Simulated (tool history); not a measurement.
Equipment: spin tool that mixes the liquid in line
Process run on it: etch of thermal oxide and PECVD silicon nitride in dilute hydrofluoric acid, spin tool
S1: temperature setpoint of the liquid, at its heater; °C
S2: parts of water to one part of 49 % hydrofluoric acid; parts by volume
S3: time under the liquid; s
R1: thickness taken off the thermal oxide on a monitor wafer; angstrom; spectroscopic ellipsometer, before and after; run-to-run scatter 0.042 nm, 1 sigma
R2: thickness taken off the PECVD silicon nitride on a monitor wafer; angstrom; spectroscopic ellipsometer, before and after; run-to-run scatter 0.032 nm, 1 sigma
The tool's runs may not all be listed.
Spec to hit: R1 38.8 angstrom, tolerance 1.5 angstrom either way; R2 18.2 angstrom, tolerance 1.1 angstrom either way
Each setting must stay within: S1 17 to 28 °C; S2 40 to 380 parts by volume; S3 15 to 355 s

Run 1, day 0: S1 20 °C, S2 210 parts by volume, S3 180 s. Result: R1 32.603 angstrom, R2 16.519 angstrom.
Run 2, day 0.133: S1 17 °C, S2 210 parts by volume, S3 180 s. Result: R1 28.579 angstrom, R2 14.017 angstrom.
Run 3, day 0.204: S1 17 °C, S2 210 parts by volume, S3 105 s. Result: R1 16.779 angstrom, R2 7.9647 angstrom.
Run 4, day 0.3: S1 17 °C, S2 210 parts by volume, S3 105 s. Result: R1 16.969 angstrom, R2 7.9078 angstrom.
Run 5, day 0.342: S1 18 °C, S2 195 parts by volume, S3 105 s. Result: R1 19.484 angstrom, R2 9.2066 angstrom.
Run 6, day 0.375: S1 18 °C, S2 195 parts by volume, S3 70 s. Result: R1 12.635 angstrom, R2 6.2759 angstrom.
Run 7, day 0.467: S1 18.5 °C, S2 175 parts by volume, S3 75 s. Result: R1 15.707 angstrom, R2 7.477 angstrom.
Run 8, day 0.717: S1 19 °C, S2 160 parts by volume, S3 80 s. Result: R1 19.305 angstrom, R2 9.2582 angstrom.
Run 9, day 0.929: S1 19.5 °C, S2 145 parts by volume, S3 80 s. Result: R1 21.961 angstrom, R2 10.242 angstrom.
Run 10, day 1.246: S1 20 °C, S2 135 parts by volume, S3 80 s. Result: R1 24.304 angstrom, R2 11.695 angstrom.
Run 11, day 1.496: S1 20 °C, S2 125 parts by volume, S3 80 s. Result: R1 26.731 angstrom, R2 12.549 angstrom.
Run 12, day 1.838: S1 23 °C, S2 60 parts by volume, S3 65 s. Result: R1 54.551 angstrom, R2 26.211 angstrom.
Run 13, day 1.917: S1 22.5 °C, S2 65 parts by volume, S3 65 s. Result: R1 48.535 angstrom, R2 22.455 angstrom.
Run 14, day 2.267: S1 22.5 °C, S2 70 parts by volume, S3 65 s. Result: R1 44.754 angstrom, R2 20.589 angstrom.
Run 15, day 2.488: S1 22 °C, S2 80 parts by volume, S3 70 s. Result: R1 40.933 angstrom, R2 18.54 angstrom.

Below are 4 possible settings for the next run. Only one of them brings all results inside the allowed miss of their targets. Which is it?
Run A, day 2.708: S1 22 °C, S2 85 parts by volume, S3 70 s. Result: R1 ?, R2 ?.
Run B, day 2.708: S1 20.5 °C, S2 80 parts by volume, S3 75 s. Result: R1 ?, R2 ?.
Run C, day 2.708: S1 27.5 °C, S2 165 parts by volume, S3 115 s. Result: R1 ?, R2 ?.
Run D, day 2.708: S1 22.5 °C, S2 120 parts by volume, S3 95 s. Result: R1 ?, R2 ?.

move      R1      R2
   A  38.249  18.164
   B  41.182  18.652
   C  36.354  22.092
   D  36.005  18.166
A: each result inside its tolerance
B: moves away from the targets compared with the last run
C: the result that was furthest off in the last run now lies on the other side of its target
D: the result that was furthest off in the last run now lies on the other side of its target
The move that meets every target is A.
